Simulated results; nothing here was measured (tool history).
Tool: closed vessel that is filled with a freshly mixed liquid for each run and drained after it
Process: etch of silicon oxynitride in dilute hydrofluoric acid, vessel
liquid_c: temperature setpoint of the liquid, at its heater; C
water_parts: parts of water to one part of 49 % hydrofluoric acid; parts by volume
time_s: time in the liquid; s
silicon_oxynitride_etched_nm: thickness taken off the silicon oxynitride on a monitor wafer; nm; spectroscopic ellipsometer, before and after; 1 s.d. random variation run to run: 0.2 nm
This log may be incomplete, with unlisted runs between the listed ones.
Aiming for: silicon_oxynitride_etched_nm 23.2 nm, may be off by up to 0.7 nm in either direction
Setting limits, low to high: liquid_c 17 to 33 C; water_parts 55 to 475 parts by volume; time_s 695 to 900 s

{"run": 1, "hour": 0.0, "liquid_c": 25, "water_parts": 265, "time_s": 900, "silicon_oxynitride_etched_nm": 7.4657}
{"run": 2, "hour": 7.3, "liquid_c": 27, "water_parts": 220, "time_s": 900, "silicon_oxynitride_etched_nm": 10.242}
{"run": 3, "hour": 15.1, "liquid_c": 30, "water_parts": 220, "time_s": 900, "silicon_oxynitride_etched_nm": 11.76}
{"run": 4, "hour": 22.9, "liquid_c": 30.5, "water_parts": 190, "time_s": 900, "silicon_oxynitride_etched_nm": 13.908}
{"run": 5, "hour": 32.5, "liquid_c": 28, "water_parts": 190, "time_s": 900, "silicon_oxynitride_etched_nm": 12.81}
{"run": 6, "hour": 41.1, "liquid_c": 29, "water_parts": 170, "time_s": 900, "silicon_oxynitride_etched_nm": 15.142}
{"run": 7, "hour": 47.3, "liquid_c": 30, "water_parts": 160, "time_s": 900, "silicon_oxynitride_etched_nm": 17.057}
{"run": 8, "hour": 55.1, "liquid_c": 30.5, "water_parts": 150, "time_s": 900, "silicon_oxynitride_etched_nm": 18.838}
{"run": 9, "hour": 65.0, "liquid_c": 31, "water_parts": 145, "time_s": 900, "silicon_oxynitride_etched_nm": 19.704}
{"run": 10, "hour": 71.3, "liquid_c": 31.5, "water_parts": 140, "time_s": 900, "silicon_oxynitride_etched_nm": 20.879}
{"run": 11, "hour": 78.1, "liquid_c": 33, "water_parts": 130, "time_s": 900, "silicon_oxynitride_etched_nm": 24.193}
{"hour": 87.5, "done": "thermometer replaced"}
{"run": 12, "hour": 87.5, "liquid_c": 32.5, "water_parts": 130, "time_s": 900, "silicon_oxynitride_etched_nm": 22.247}

Exercise: of the 4 proposed moves below, exactly one satisfies all targets within the stated allowed misses. Which move is it?
{"run": "A", "hour": 96.9, "liquid_c": 33, "water_parts": 125, "time_s": 890, "silicon_oxynitride_etched_nm": "?"}
{"run": "B", "hour": 96.9, "liquid_c": 27.5, "water_parts": 110, "time_s": 900, "silicon_oxynitride_etched_nm": "?"}
{"run": "C", "hour": 96.9, "liquid_c": 32, "water_parts": 130, "time_s": 900, "silicon_oxynitride_etched_nm": "?"}
{"run": "D", "hour": 96.9, "liquid_c": 33, "water_parts": 135, "time_s": 900, "silicon_oxynitride_etched_nm": "?"}

move=A silicon_oxynitride_etched_nm=23.328
move=B silicon_oxynitride_etched_nm=21.346
move=C silicon_oxynitride_etched_nm=21.614
move=D silicon_oxynitride_etched_nm=21.609
A: meets every target
B: misses by more than the last run did
C: misses by more than the last run did
D: misses by more than the last run did
Correct choice: A, which meets every target
